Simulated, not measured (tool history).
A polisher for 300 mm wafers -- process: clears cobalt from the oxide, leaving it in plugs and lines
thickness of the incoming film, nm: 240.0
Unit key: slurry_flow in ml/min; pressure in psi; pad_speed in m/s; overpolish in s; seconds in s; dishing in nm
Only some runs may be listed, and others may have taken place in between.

run  hour  slurry_flow  pressure  pad_speed  overpolish  seconds  dishing
  1   0.0          280       1.5       0.92          21   57.876   41.113
  2   7.9          280       1.5       1.14          21   49.045   43.636
  3  11.5          270       1.4       1.18          18   51.657   40.039
  4  18.5          215       1.4       1.18          18   52.256   40.108
  5  19.0          255       1.3       1.20          16   54.869   37.163
  6  25.2          255       1.3       1.10          16   58.970   35.716
  7  32.5          280       1.3       1.12          14   56.547   34.157
  8  34.7          285       1.3       1.12          13   56.073   32.559

What will run 9 give?
  9  36.7          290       1.3       1.12          12        ?        ?

For run 9 the tool returned seconds 56.889 s, dishing 30.115 nm.
